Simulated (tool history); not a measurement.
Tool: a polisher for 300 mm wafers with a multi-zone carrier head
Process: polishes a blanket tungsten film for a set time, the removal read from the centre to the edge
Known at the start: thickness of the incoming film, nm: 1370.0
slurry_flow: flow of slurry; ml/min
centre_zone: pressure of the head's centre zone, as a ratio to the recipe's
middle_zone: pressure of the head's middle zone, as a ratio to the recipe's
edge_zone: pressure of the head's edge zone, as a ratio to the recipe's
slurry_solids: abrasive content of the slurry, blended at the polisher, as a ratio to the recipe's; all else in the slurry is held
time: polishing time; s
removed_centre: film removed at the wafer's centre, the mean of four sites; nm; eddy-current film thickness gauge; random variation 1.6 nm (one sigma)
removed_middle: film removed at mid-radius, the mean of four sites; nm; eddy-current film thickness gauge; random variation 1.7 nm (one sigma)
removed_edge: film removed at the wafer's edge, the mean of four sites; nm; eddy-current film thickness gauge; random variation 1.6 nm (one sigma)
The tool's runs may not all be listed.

run 1 day=0.000 | slurry_flow=155 centre_zone=1.00 middle_zone=1.00 edge_zone=1.00 slurry_solids=1.00 time=72 | removed_centre=410.93 removed_middle=412.75 removed_edge=423.45
run 2 day=0.162 | slurry_flow=155 centre_zone=1.00 middle_zone=1.03 edge_zone=1.00 slurry_solids=1.00 time=72 | removed_centre=408.12 removed_middle=426.65 removed_edge=417.21
run 3 day=0.400 | slurry_flow=145 centre_zone=0.96 middle_zone=1.02 edge_zone=0.97 slurry_solids=0.90 time=69 | removed_centre=357.79 removed_middle=380.21 removed_edge=380.35
run 4 day=0.492 | slurry_flow=180 centre_zone=0.96 middle_zone=1.02 edge_zone=0.97 slurry_solids=0.90 time=69 | removed_centre=374.72 removed_middle=404.22 removed_edge=392.33
run 5 day=0.612 | slurry_flow=180 centre_zone=0.96 middle_zone=1.02 edge_zone=0.97 slurry_solids=0.85 time=69 | removed_centre=362.13 removed_middle=390.31 removed_edge=379.21
run 6 day=0.983 | slurry_flow=175 centre_zone=0.93 middle_zone=1.01 edge_zone=0.94 slurry_solids=0.80 time=67 | removed_centre=333.65 removed_middle=366.91 removed_edge=357.27
run 7 day=1.017 | slurry_flow=165 centre_zone=0.91 middle_zone=1.00 edge_zone=0.92 slurry_solids=0.75 time=66 | removed_centre=307.35 removed_middle=351.26 removed_edge=334.57
run 8 day=1.104 | slurry_flow=120 centre_zone=0.81 middle_zone=0.90 edge_zone=0.82 slurry_solids=0.60 time=66 | removed_centre=231.78 removed_middle=268.78 removed_edge=276.77
run 9 day=1.438 | slurry_flow=120 centre_zone=0.81 middle_zone=0.91 edge_zone=0.82 slurry_solids=0.60 time=66 | removed_centre=232.10 removed_middle=272.61 removed_edge=276.42

Run 10 comes next. What will it give?
run 10 day=1.600 | slurry_flow=115 centre_zone=0.81 middle_zone=0.92 edge_zone=0.81 slurry_solids=0.55 time=66 | removed_centre=? removed_middle=? removed_edge=?

{"run 10": {"removed_centre": 219.59, "removed_middle": 260.05, "removed_edge": 260.58}}

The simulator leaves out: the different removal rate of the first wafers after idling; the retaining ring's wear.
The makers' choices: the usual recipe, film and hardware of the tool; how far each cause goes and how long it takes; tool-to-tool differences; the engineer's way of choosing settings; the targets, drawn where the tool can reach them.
